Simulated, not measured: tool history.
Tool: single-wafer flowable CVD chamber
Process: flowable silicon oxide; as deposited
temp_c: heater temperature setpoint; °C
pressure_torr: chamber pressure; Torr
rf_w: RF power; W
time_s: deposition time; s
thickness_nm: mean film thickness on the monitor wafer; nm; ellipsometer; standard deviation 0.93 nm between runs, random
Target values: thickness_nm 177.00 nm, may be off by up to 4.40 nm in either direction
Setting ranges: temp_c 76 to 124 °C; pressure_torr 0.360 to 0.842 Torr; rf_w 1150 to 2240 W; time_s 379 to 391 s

| run | hour | temp_c | pressure_torr | rf_w | time_s | thickness_nm |
|---|---|---|---|---|---|---|
| 1 | 0.0 | 100 | 0.601 | 1695 | 379 | 134.99 |
| 2 | 3.4 | 100 | 0.601 | 1695 | 391 | 140.43 |
| 3 | 9.1 | 98 | 0.601 | 1695 | 391 | 149.86 |
| 4 | 15.2 | 97 | 0.601 | 1695 | 391 | 154.01 |
| 5 | 21.6 | 97 | 0.601 | 1695 | 379 | 150.92 |
| 6 | 27.4 | 97 | 0.601 | 1805 | 379 | 153.60 |
| 7 | 31.4 | 97 | 0.601 | 1805 | 379 | 153.28 |
| 8 | 40.0 | 96 | 0.601 | 1805 | 379 | 159.23 |
| 9 | 40.7 | 95 | 0.601 | 1805 | 379 | 166.70 |
| 10 | 41.4 | 95 | 0.601 | 1805 | 379 | 165.42 |

Consider the 4 candidate settings below. Which is the only one whose results all fall within their allowed miss of target?
| A | 42.1 | 91 | 0.574 | 1805 | 382 | ? |
| B | 42.1 | 93 | 0.598 | 1815 | 381 | ? |
| C | 42.1 | 91 | 0.577 | 1820 | 391 | ? |
| D | 42.1 | 88 | 0.520 | 1790 | 379 | ? |

| move | thickness_nm |
|---|---|
| A | 187.05 |
| B | 180.15 |
| C | 192.85 |
| D | 186.50 |
A: takes the result that was furthest off past its target
B: every result within its allowed miss
C: takes the result that was furthest off past its target
D: takes the result that was furthest off past its target
The move that meets every target is B.
